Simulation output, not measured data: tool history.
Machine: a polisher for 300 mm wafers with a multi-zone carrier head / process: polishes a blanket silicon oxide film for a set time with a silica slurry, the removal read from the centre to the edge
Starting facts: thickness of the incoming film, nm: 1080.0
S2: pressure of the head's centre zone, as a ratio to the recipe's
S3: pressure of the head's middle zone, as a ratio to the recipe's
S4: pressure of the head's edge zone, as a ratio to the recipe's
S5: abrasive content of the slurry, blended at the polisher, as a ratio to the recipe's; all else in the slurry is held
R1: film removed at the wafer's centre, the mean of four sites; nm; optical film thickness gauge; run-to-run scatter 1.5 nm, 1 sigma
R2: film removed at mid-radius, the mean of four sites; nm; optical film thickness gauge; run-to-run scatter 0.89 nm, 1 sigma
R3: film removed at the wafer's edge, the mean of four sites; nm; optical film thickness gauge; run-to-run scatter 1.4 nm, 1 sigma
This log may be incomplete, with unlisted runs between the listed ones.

{"run": 1, "hour": 0.0, "flow of slurry (ml/min)": 215, "S2": 1, "S3": 1, "S4": 1, "S5": 1, "polishing time (s)": 69, "R1": 205.07, "R2": 201.72, "R3": 197.85}
{"run": 2, "hour": 3.8, "flow of slurry (ml/min)": 205, "S2": 1, "S3": 0.96, "S4": 0.97, "S5": 0.85, "polishing time (s)": 66, "R1": 180.08, "R2": 170.07, "R3": 177.02}
{"run": 3, "hour": 8.9, "flow of slurry (ml/min)": 210, "S2": 1.01, "S3": 0.95, "S4": 0.94, "S5": 0.75, "polishing time (s)": 63, "R1": 161.86, "R2": 150.45, "R3": 154.93}
{"run": 4, "hour": 17.4, "flow of slurry (ml/min)": 210, "S2": 1.01, "S3": 0.95, "S4": 0.94, "S5": 0.95, "polishing time (s)": 63, "R1": 181.39, "R2": 170.79, "R3": 178.6}
{"run": 5, "hour": 26.1, "flow of slurry (ml/min)": 210, "S2": 1.01, "S3": 0.95, "S4": 0.94, "S5": 1.05, "polishing time (s)": 63, "R1": 187.39, "R2": 181.07, "R3": 180.16}
{"run": 6, "hour": 29.6, "flow of slurry (ml/min)": 170, "S2": 1.01, "S3": 0.95, "S4": 0.94, "S5": 1.05, "polishing time (s)": 63, "R1": 183.93, "R2": 170.57, "R3": 178.28}

Expected results for the next run?
{"run": 7, "hour": 31.7, "flow of slurry (ml/min)": 170, "S2": 1.02, "S3": 0.95, "S4": 0.92, "S5": 0.9, "polishing time (s)": 62, "R1": "?", "R2": "?", "R3": "?"}

{"run 7": {"R1": 170.97, "R2": 157.36, "R3": 163.86}}

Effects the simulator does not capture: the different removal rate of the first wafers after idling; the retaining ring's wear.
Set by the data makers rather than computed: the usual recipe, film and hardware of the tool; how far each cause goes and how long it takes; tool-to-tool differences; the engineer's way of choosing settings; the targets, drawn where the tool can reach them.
